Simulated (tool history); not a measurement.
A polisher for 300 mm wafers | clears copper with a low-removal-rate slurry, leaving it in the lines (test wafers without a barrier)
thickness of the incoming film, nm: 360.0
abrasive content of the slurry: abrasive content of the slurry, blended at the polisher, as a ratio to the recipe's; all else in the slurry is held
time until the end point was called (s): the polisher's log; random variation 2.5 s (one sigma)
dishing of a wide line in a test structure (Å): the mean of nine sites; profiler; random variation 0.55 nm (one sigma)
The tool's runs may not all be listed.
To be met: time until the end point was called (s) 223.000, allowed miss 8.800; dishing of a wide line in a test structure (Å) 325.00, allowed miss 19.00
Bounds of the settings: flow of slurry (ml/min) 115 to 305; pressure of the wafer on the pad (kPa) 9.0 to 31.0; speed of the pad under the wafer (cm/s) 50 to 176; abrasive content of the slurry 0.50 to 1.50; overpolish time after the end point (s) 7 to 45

run  hour  flow of slurry (ml/min)  pressure of the wafer on the pad (kPa)  speed of the pad under the wafer (cm/s)  abrasive content of the slurry  overpolish time after the end point (s)  time until the end point was called (s)  dishing of a wide line in a test structure (Å)
  1   0.0                      195                                    20.0                                      112                            1.00                                       23                                   92.545                                          428.19
  2   5.9                      195                                    17.2                                      112                            1.00                                       23                                  107.200                                          379.92
  3   8.7                      220                                    17.2                                      112                            1.00                                       23                                  103.080                                          383.60
  4  12.5                      210                                    15.9                                      106                            1.00                                       25                                  116.050                                          361.83
  5  15.7                      240                                    15.9                                      106                            1.00                                       25                                  114.190                                          382.62
  6  22.4                      240                                    15.9                                      106                            1.00                                       21                                  115.650                                          334.97
  7  26.3                      235                                    14.5                                      100                            1.00                                       24                                  129.110                                          347.92
  8  31.8                      230                                    13.8                                       94                            1.00                                       26                                  143.670                                          336.00
  9  40.2                      225                                    13.1                                       90                            1.00                                       28                                  158.040                                          328.04
 10  41.1                      215                                    12.4                                       88                            1.00                                       30                                  166.440                                          335.79
 11  47.1                      210                                    11.7                                       86                            1.00                                       31                                  176.780                                          328.41
 12  54.1                      205                                    11.0                                       84                            1.00                                       32                                  188.960                                          325.88
 13  55.8                      185                                     9.0                                       78                            1.00                                       36                                  239.200                                          289.30
 14  57.4                      190                                     9.0                                       78                            1.00                                       36                                  232.860                                          293.45
 15  58.0                      195                                     9.0                                       78                            1.00                                       36                                  232.560                                          289.50
 16  64.2                      200                                     9.0                                       78                            1.00                                       37                                  229.140                                          298.36
 17  70.8                      200                                     9.0                                       78                            1.00                                       38                                  234.920                                          297.88

Which of these 4 next moves meets every target?
  A  77.4                      235                                     9.0                                       68                            1.05                                       35                                        ?                                               ?
  B  77.4                      130                                    13.1                                       64                            1.25                                       39                                        ?                                               ?
  C  77.4                      235                                    15.2                                       58                            1.10                                       43                                        ?                                               ?
  D  77.4                      130                                    15.2                                       62                            0.95                                       45                                        ?                                               ?

move  time until the end point was called (s)  dishing of a wide line in a test structure (Å)
   A                                  257.300                                          271.21
   B                                  223.500                                          328.54
   C                                  206.550                                          370.60
   D                                  223.950                                          362.81
A: further off than the last run
B: meets every target
C: takes the result that was furthest off past its target
D: takes the result that was furthest off past its target
Answer: B
